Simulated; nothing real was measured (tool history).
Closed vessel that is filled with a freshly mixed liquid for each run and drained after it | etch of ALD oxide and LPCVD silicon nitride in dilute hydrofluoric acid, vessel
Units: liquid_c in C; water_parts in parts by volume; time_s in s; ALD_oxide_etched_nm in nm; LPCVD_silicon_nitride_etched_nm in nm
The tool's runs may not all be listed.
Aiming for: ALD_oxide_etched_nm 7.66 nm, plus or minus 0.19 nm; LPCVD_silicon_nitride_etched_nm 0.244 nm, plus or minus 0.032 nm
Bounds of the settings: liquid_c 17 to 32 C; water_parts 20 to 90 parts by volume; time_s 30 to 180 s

run,hour,liquid_c,water_parts,time_s,ALD_oxide_etched_nm,LPCVD_silicon_nitride_etched_nm
1,0,24,50,90,30.953,1.0014
2,2,24,50,105,36.3,1.1172
3,9.3,27,50,105,41.55,1.483
4,13.9,28.5,50,105,43.225,1.4629
5,22.8,26,60,95,29.281,1.0223
6,23.9,26,70,95,24.626,0.85603
7,31.7,24,75,85,19.091,0.5823
8,34.1,23.5,80,70,14.422,0.46289
9,41.1,23,80,60,11.959,0.41603
10,48.3,22,80,55,10.625,0.33563
11,53,20.5,90,50,8.049,0.23718
12,59.5,20.5,90,50,7.9548,0.24375
13,60.1,21,90,45,7.1838,0.23441

Exactly one of the 5 candidate moves below puts every result within its allowed miss. Which one?
A,60.7,23,80,35,?,?
B,60.7,27.5,85,30,?,?
C,60.7,22,80,40,?,?
D,60.7,21.5,80,35,?,?
E,60.7,25,90,35,?,?

move,ALD_oxide_etched_nm,LPCVD_silicon_nitride_etched_nm
A,6.9197,0.2157
B,6.6309,0.2341
C,7.5926,0.23047
D,6.5087,0.19495
E,6.5806,0.2193
A: the biggest miss grows against the last run
B: the biggest miss grows against the last run
C: all results in spec
D: the biggest miss grows against the last run
E: the biggest miss grows against the last run
C is the move that brings every result within its allowed miss.
